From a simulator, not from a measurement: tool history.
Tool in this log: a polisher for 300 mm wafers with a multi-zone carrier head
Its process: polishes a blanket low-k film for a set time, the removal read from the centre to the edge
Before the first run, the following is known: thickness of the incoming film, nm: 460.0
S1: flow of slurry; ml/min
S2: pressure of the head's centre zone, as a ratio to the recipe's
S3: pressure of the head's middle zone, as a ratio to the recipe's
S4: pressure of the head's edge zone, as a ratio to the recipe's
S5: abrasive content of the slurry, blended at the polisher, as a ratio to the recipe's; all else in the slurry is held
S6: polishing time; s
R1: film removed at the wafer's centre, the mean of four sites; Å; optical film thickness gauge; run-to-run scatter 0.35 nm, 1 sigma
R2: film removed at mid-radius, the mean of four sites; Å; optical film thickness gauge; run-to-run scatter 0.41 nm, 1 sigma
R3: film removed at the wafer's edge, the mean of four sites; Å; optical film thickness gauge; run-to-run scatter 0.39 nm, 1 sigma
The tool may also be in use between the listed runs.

{"run": 1, "hour": 0.0, "S1": 290, "S2": 1, "S3": 1, "S4": 1, "S5": 1, "S6": 71, "R1": 192.63, "R2": 199.12, "R3": 191.74}
{"run": 2, "hour": 1.0, "S1": 290, "S2": 1, "S3": 1, "S4": 1, "S5": 1, "S6": 83, "R1": 220.83, "R2": 234.44, "R3": 227.39}
{"run": 3, "hour": 7.1, "S1": 285, "S2": 0.99, "S3": 0.98, "S4": 1.03, "S5": 1.15, "S6": 84, "R1": 235.53, "R2": 244.06, "R3": 244.36}
{"run": 4, "hour": 10.3, "S1": 280, "S2": 0.97, "S3": 0.97, "S4": 1.06, "S5": 1.25, "S6": 86, "R1": 243.62, "R2": 261.19, "R3": 259.06}
{"run": 5, "hour": 13.1, "S1": 225, "S2": 0.97, "S3": 0.97, "S4": 1.06, "S5": 1.25, "S6": 86, "R1": 239, "R2": 246.26, "R3": 255.41}
{"run": 6, "hour": 15.6, "S1": 225, "S2": 0.96, "S3": 0.96, "S4": 1.09, "S5": 1.3, "S6": 88, "R1": 250.83, "R2": 257.46, "R3": 266.73}
{"run": 7, "hour": 17.7, "S1": 230, "S2": 0.94, "S3": 0.94, "S4": 1.11, "S5": 1.35, "S6": 90, "R1": 254.99, "R2": 262.99, "R3": 286.63}

Run 8, settings as shown, results not yet in. Your forecast:
{"run": 8, "hour": 20.2, "S1": 240, "S2": 0.95, "S3": 0.98, "S4": 1.18, "S5": 1.5, "S6": 90, "R1": "?", "R2": "?", "R3": "?"}

R1: 264.86 Å
R2: 284.76 Å
R3: 303.89 Å

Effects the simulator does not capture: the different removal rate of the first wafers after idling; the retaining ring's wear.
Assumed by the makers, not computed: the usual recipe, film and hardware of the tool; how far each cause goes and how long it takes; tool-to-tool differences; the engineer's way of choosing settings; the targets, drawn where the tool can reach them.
